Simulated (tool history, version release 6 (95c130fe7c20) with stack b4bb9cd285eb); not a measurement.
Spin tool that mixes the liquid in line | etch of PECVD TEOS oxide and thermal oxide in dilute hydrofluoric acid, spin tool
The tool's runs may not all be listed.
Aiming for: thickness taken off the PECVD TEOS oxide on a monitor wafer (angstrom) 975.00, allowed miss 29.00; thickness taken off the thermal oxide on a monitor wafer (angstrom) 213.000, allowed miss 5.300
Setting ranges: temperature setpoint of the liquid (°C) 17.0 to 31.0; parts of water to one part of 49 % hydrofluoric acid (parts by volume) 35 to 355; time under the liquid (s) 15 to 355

| run | day | temperature setpoint of the liquid (°C) | parts of water to one part of 49 % hydrofluoric acid (parts by volume) | time under the liquid (s) | thickness taken off the PECVD TEOS oxide on a monitor wafer (angstrom) | thickness taken off the thermal oxide on a monitor wafer (angstrom) |
|---|---|---|---|---|---|---|
| 1 | 0.000 | 23.0 | 195 | 180 | 158.50 | 34.814 |
| 2 | 0.312 | 23.0 | 230 | 180 | 131.78 | 28.627 |
| 3 | 0.642 | 24.0 | 200 | 195 | 172.43 | 38.385 |
| 4 | 0.921 | 24.0 | 200 | 250 | 224.12 | 48.932 |
| 5 | 1.196 | 24.5 | 175 | 260 | 278.62 | 60.732 |
| 6 | 1.379 | 24.5 | 175 | 300 | 320.74 | 69.838 |
| 7 | 1.738 | 25.5 | 155 | 300 | 379.98 | 83.812 |
| 8 | 1.921 | 25.5 | 155 | 300 | 389.01 | 85.150 |
| 9 | 2.088 | 26.0 | 140 | 300 | 443.81 | 97.105 |
| 10 | 2.425 | 26.5 | 125 | 300 | 519.49 | 113.840 |
| 11 | 2.571 | 30.5 | 55 | 300 | 1528.40 | 325.590 |
| 12 | 2.912 | 30.0 | 55 | 300 | 1494.20 | 322.480 |
| 13 | 3.108 | 26.0 | 65 | 300 | 1055.50 | 229.950 |
| 14 | 3.217 | 25.0 | 65 | 300 | 1025.90 | 218.240 |
| 15 | 3.483 | 25.0 | 65 | 305 | 1039.00 | 223.870 |
| 16 | 3.629 | 24.5 | 65 | 305 | 1002.50 | 219.780 |

Which single option among these 5 for the next run brings every result within its allowed miss of target? Just one does.
| A | 3.775 | 27.0 | 80 | 335 | ? | ? |
| B | 3.775 | 18.5 | 65 | 355 | ? | ? |
| C | 3.775 | 24.5 | 65 | 280 | ? | ? |
| D | 3.775 | 17.0 | 60 | 355 | ? | ? |
| E | 3.775 | 24.5 | 70 | 300 | ? | ? |

| move | thickness taken off the PECVD TEOS oxide on a monitor wafer (angstrom) | thickness taken off the thermal oxide on a monitor wafer (angstrom) |
|---|---|---|
| A | 974.44 | 211.200 |
| B | 914.89 | 198.290 |
| C | 925.76 | 200.650 |
| D | 934.60 | 202.560 |
| E | 915.03 | 198.320 |
A: each result inside its tolerance
B: takes the result that was furthest off past its target
C: takes the result that was furthest off past its target
D: takes the result that was furthest off past its target
E: takes the result that was furthest off past its target
The move that meets every target is A.
